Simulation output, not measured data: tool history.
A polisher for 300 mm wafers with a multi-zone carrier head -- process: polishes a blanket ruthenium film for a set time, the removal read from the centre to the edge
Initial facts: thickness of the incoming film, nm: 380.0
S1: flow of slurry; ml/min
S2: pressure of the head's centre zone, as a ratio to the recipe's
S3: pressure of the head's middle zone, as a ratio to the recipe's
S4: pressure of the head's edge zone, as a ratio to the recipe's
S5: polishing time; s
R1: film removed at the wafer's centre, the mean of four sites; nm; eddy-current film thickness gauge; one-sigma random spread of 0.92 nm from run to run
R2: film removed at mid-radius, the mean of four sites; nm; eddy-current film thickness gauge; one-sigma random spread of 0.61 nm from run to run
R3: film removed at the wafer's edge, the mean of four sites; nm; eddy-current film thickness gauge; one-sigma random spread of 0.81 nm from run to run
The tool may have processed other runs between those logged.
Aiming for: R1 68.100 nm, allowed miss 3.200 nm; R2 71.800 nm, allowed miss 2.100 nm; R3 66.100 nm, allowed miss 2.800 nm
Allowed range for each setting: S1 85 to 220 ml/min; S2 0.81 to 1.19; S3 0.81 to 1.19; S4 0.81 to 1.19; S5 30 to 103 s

run,hour,S1,S2,S3,S4,S5,R1,R2,R3
1,0.0,140,1.00,1.00,1.00,66,81.377,84.009,82.639
2,2.8,140,1.00,1.08,1.00,66,81.398,90.096,82.000
3,9.0,165,1.00,1.08,1.00,66,85.154,93.314,84.159
4,11.1,165,1.00,1.08,1.03,66,84.364,92.291,86.285
5,15.5,165,1.00,1.08,1.09,66,83.423,93.156,91.156
6,23.3,165,1.00,1.08,1.15,66,84.701,94.081,93.087
7,25.1,150,1.00,1.06,1.08,64,79.005,89.097,83.241
8,33.2,140,1.00,1.03,1.04,63,78.055,83.211,81.144
9,39.1,130,0.99,1.02,1.00,62,74.539,80.866,76.223

Which of these 4 next moves meets every target?
A,45.0,95,0.81,0.82,1.07,85,?,?,?
B,45.0,130,1.07,0.99,0.90,58,?,?,?
C,45.0,120,0.81,0.96,1.13,64,?,?,?
D,45.0,135,1.04,1.08,0.99,53,?,?,?

move,R1,R2,R3
A,75.531,83.910,103.720
B,76.016,72.692,69.310
C,61.874,76.765,84.211
D,68.239,71.870,66.585
A: misses by more than the last run did
B: corrects the largest miss of the last run, while another result sits out of spec
C: misses by more than the last run did
D: each result inside its tolerance
Move D is the one to make.
